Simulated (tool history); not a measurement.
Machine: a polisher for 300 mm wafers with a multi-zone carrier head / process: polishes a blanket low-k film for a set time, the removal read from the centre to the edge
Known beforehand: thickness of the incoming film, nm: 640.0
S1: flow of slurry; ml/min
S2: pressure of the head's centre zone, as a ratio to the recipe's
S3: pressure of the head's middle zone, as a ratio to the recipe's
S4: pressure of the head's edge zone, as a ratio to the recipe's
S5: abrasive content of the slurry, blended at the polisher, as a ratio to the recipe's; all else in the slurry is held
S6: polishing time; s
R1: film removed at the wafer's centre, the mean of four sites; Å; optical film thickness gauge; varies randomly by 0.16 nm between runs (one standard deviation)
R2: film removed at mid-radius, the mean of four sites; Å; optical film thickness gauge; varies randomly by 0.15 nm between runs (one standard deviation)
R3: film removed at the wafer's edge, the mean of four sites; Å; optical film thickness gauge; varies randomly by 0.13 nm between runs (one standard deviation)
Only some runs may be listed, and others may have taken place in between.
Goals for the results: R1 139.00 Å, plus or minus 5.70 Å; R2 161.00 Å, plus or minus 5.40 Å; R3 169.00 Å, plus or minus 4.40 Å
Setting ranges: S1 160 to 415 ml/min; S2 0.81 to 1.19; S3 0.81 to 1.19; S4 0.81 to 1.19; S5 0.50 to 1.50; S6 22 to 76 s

run	hour	S1	S2	S3	S4	S5	S6	R1	R2	R3
1	0.0	265	1.00	1.00	1.00	1.00	49	127.53	132.52	129.57
2	6.7	265	1.00	0.97	1.00	1.00	49	129.67	129.71	128.34
3	15.3	270	0.98	0.99	1.05	1.10	49	133.13	137.92	139.17
4	20.9	270	0.98	0.93	1.05	1.10	49	132.06	129.88	139.13
5	24.8	280	0.96	0.96	1.09	1.15	49	136.17	134.96	146.18
6	33.3	285	0.93	1.00	1.11	1.20	49	131.36	146.15	150.42
7	40.4	295	0.92	1.01	1.13	1.25	49	135.08	153.42	156.24
8	43.1	305	0.91	1.01	1.15	1.25	49	133.22	151.47	157.70

5 next moves are on the table. One of them brings every result within its allowed miss. Which?
A	45.8	315	0.94	0.99	1.19	1.30	49	?	?	?
B	45.8	260	0.93	1.02	1.10	1.30	48	?	?	?
C	45.8	280	0.87	0.98	1.10	1.00	61	?	?	?
D	45.8	300	0.88	0.86	1.19	1.30	52	?	?	?
E	45.8	300	0.84	1.10	1.05	1.45	45	?	?	?

move	R1	R2	R3
A	141.13	150.61	163.82
B	134.12	148.64	151.94
C	140.04	160.46	169.40
D	139.35	141.58	173.58
E	120.84	158.04	147.28
A: closes in on the targets versus the last run, not all within tolerance yet
B: further off than the last run
C: each result inside its tolerance
D: moves the result that the last run missed by most past its target, out the other side
E: further off than the last run
Move C is the one to make.
